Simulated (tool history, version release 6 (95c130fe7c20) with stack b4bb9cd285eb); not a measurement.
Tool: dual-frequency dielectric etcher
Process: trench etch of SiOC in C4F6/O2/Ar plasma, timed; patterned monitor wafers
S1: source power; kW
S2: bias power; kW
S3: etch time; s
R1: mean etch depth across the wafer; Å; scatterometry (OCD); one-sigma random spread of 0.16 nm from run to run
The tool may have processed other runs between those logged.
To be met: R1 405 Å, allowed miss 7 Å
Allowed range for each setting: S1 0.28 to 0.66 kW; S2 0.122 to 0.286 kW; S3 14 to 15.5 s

run 1 hour=0 | S1=0.47 S2=0.204 S3=15.5 | R1=356.14
run 2 hour=8.8 | S1=0.47 S2=0.204 S3=14 | R1=317.21
run 3 hour=14 | S1=0.47 S2=0.204 S3=15.5 | R1=353.53
run 4 hour=22.3 | S1=0.39 S2=0.204 S3=15.5 | R1=335
run 5 hour=29.8 | S1=0.43 S2=0.209 S3=15.5 | R1=349.31
-- hour=35.7 bias power generator calibrated
run 6 hour=35.7 | S1=0.46 S2=0.212 S3=15.5 | R1=359.65
run 7 hour=37.5 | S1=0.48 S2=0.213 S3=15.5 | R1=365.17
run 8 hour=38.6 | S1=0.5 S2=0.214 S3=15.5 | R1=368.73
run 9 hour=39.7 | S1=0.52 S2=0.215 S3=15.5 | R1=372.54

Consider the 5 candidate settings below. Which is the only one whose results all fall within their allowed miss of target?
run A hour=40.8 | S1=0.5 S2=0.205 S3=15.5 | R1=?
run B hour=40.8 | S1=0.48 S2=0.222 S3=14.5 | R1=?
run C hour=40.8 | S1=0.59 S2=0.239 S3=15.5 | R1=?
run D hour=40.8 | S1=0.55 S2=0.218 S3=14.5 | R1=?
run E hour=40.8 | S1=0.57 S2=0.225 S3=15.5 | R1=?

move=A R1=362
move=B R1=343.03
move=C R1=399.12
move=D R1=355.11
move=E R1=387.53
A: its largest miss is bigger than the last run's
B: its largest miss is bigger than the last run's
C: all results in spec
D: its largest miss is bigger than the last run's
E: gains on the last run, yet a result remains outside its allowed miss
The right move is C.
